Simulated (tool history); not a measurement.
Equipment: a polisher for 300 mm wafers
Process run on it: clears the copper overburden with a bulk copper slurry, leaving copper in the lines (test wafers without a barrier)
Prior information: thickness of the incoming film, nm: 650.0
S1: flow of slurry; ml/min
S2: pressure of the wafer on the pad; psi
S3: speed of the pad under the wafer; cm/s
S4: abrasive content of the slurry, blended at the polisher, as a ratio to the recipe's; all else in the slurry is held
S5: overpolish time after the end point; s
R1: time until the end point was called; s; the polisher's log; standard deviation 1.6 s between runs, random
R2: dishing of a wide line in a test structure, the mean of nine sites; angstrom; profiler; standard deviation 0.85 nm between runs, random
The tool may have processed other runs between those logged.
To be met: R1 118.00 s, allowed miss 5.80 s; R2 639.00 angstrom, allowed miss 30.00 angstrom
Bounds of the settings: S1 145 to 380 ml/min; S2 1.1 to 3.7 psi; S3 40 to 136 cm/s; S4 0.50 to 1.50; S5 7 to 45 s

run	hour	S1	S2	S3	S4	S5	R1	R2
1	0.0	245	2.4	88	1.00	23	105.06	905.41
2	3.1	245	2.4	78	1.00	23	117.08	825.94
3	9.4	245	2.4	78	1.00	21	120.93	784.26
4	13.8	245	2.4	78	1.00	30	116.02	1029.30
5	16.2	245	2.4	78	1.00	21	118.40	788.03
6	23.9	245	2.4	78	1.00	24	118.09	879.66
7	26.9	245	2.4	80	1.00	21	115.79	788.69
8	28.8	245	2.4	80	1.00	19	115.90	734.28
9	32.6	245	2.4	80	1.00	18	113.42	708.62

Below are 4 possible settings for the next run. Only one of them brings all results inside the allowed miss of their targets. Which is it?
A	36.4	215	2.2	88	0.90	20	?	?
B	36.4	185	2.7	76	0.80	16	?	?
C	36.4	265	3.1	70	0.75	15	?	?
D	36.4	230	2.7	70	1.00	19	?	?

move	R1	R2
A	117.38	777.44
B	117.83	666.00
C	110.70	671.70
D	120.41	748.54
A: lands further from the targets than the last run did
B: each result inside its tolerance
C: an improvement on the last run, though not all results are within tolerance
D: lands further from the targets than the last run did
B is the move that brings every result within its allowed miss.
